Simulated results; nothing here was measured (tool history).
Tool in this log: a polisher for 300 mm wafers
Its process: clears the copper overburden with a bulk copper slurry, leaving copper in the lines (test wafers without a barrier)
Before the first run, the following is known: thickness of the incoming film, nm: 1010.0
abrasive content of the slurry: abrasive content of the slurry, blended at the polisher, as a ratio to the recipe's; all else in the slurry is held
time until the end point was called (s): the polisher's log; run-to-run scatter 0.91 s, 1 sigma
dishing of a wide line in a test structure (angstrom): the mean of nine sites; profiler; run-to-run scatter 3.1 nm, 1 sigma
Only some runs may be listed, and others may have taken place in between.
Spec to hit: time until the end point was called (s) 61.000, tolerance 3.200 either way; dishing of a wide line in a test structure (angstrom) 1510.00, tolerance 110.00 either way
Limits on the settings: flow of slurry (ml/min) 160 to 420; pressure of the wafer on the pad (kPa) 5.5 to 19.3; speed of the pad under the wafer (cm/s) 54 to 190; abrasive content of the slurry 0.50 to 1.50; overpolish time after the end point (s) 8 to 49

run    day  flow of slurry (ml/min)  pressure of the wafer on the pad (kPa)  speed of the pad under the wafer (cm/s)  abrasive content of the slurry  overpolish time after the end point (s)  time until the end point was called (s)  dishing of a wide line in a test structure (angstrom)
  1  0.000                      270                                    12.4                                      122                            1.00                                       25                                  118.600                                                 968.36
  2  0.258                      270                                    13.8                                      126                            1.00                                       25                                  105.240                                                1055.00
  3  0.533                      270                                    15.2                                      132                            1.00                                       25                                   89.896                                                1145.50
  4  0.854                      270                                    15.2                                      132                            1.00                                       20                                   94.100                                                1007.40
  5  0.879                      270                                    15.2                                      132                            1.00                                       27                                   91.165                                                1168.20
  6  1.192                      270                                    15.2                                      132                            0.85                                       27                                   94.908                                                1179.80
  7  1.454                      270                                    15.9                                      138                            0.85                                       27                                   85.673                                                1184.90
  8  1.758                      270                                    16.5                                      140                            0.85                                       28                                   82.986                                                1286.80
  9  1.846                      270                                    17.2                                      144                            0.85                                       28                                   78.819                                                1282.70
 10  2.125                      270                                    17.9                                      150                            0.85                                       29                                   71.254                                                1409.60

Which one of the following 5 next-run settings gets every result inside its allowed miss? There is exactly one.
  A  2.404                      345                                    18.6                                      128                            0.95                                       30                                        ?                                                      ?
  B  2.404                      285                                    19.3                                      182                            0.70                                       28                                        ?                                                      ?
  C  2.404                      250                                    19.3                                      166                            0.75                                       29                                        ?                                                      ?
  D  2.404                      280                                    18.6                                      150                            0.85                                       33                                        ?                                                      ?
  E  2.404                      370                                    17.9                                      188                            0.75                                       17                                        ?                                                      ?

move  time until the end point was called (s)  dishing of a wide line in a test structure (angstrom)
   A                                   76.864                                                1359.00
   B                                   56.903                                                1466.00
   C                                   62.037                                                1447.20
   D                                   68.497                                                1443.60
   E                                   57.342                                                1212.30
A: its largest miss is bigger than the last run's
B: moves the result that the last run missed by most past its target, out the other side
C: hits every target within its allowed miss
D: moves toward the targets from the last run without getting all of them in spec
E: moves the result that the last run missed by most past its target, out the other side
The move that meets every target is C.
